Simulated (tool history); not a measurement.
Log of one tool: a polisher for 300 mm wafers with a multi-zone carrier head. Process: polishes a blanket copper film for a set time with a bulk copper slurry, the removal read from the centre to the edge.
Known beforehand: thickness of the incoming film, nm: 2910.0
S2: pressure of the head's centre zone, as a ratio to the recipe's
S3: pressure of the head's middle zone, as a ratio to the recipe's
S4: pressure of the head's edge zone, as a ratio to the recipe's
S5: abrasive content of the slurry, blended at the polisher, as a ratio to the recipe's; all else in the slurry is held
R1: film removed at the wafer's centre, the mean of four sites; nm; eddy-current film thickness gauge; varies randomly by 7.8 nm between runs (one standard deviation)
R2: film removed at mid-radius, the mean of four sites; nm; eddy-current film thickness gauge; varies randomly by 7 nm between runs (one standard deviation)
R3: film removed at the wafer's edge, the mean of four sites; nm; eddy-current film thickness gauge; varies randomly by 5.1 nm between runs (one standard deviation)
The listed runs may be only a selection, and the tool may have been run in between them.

{"run": 1, "hour": 0.0, "flow of slurry (ml/min)": 235, "S2": 1.0, "S3": 1.0, "S4": 1.0, "S5": 1.0, "polishing time (s)": 78, "R1": 975.68, "R2": 981.58, "R3": 977.03}
{"run": 2, "hour": 1.3, "flow of slurry (ml/min)": 235, "S2": 1.0, "S3": 1.0, "S4": 1.0, "S5": 1.0, "polishing time (s)": 62, "R1": 765.75, "R2": 778.39, "R3": 786.69}
{"run": 3, "hour": 8.1, "flow of slurry (ml/min)": 235, "S2": 1.0, "S3": 1.0, "S4": 1.0, "S5": 1.0, "polishing time (s)": 77, "R1": 974.09, "R2": 988.27, "R3": 975.67}
{"run": 4, "hour": 9.2, "flow of slurry (ml/min)": 225, "S2": 0.95, "S3": 0.97, "S4": 0.98, "S5": 0.85, "polishing time (s)": 75, "R1": 859.62, "R2": 874.94, "R3": 908.54}
{"run": 5, "hour": 14.8, "flow of slurry (ml/min)": 220, "S2": 0.91, "S3": 0.97, "S4": 0.96, "S5": 0.75, "polishing time (s)": 73, "R1": 787.42, "R2": 838.2, "R3": 862.1}
{"run": 6, "hour": 17.9, "flow of slurry (ml/min)": 220, "S2": 0.87, "S3": 0.97, "S4": 0.96, "S5": 0.75, "polishing time (s)": 73, "R1": 740.2, "R2": 844.06, "R3": 850.11}
{"run": 7, "hour": 20.5, "flow of slurry (ml/min)": 215, "S2": 0.85, "S3": 0.95, "S4": 0.95, "S5": 0.7, "polishing time (s)": 72, "R1": 706.29, "R2": 788.09, "R3": 833.43}
{"run": 8, "hour": 27.0, "flow of slurry (ml/min)": 210, "S2": 0.84, "S3": 0.94, "S4": 0.93, "S5": 0.65, "polishing time (s)": 71, "R1": 672.57, "R2": 762.24, "R3": 799.64}
{"run": 9, "hour": 34.0, "flow of slurry (ml/min)": 205, "S2": 0.83, "S3": 0.93, "S4": 0.91, "S5": 0.65, "polishing time (s)": 71, "R1": 647.65, "R2": 758.26, "R3": 780.46}

Expected results for the next run?
{"run": 10, "hour": 35.4, "flow of slurry (ml/min)": 200, "S2": 0.83, "S3": 0.91, "S4": 0.9, "S5": 0.65, "polishing time (s)": 71, "R1": "?", "R2": "?", "R3": "?"}

R1: 664.84 nm
R2: 735.25 nm
R3: 774.24 nm

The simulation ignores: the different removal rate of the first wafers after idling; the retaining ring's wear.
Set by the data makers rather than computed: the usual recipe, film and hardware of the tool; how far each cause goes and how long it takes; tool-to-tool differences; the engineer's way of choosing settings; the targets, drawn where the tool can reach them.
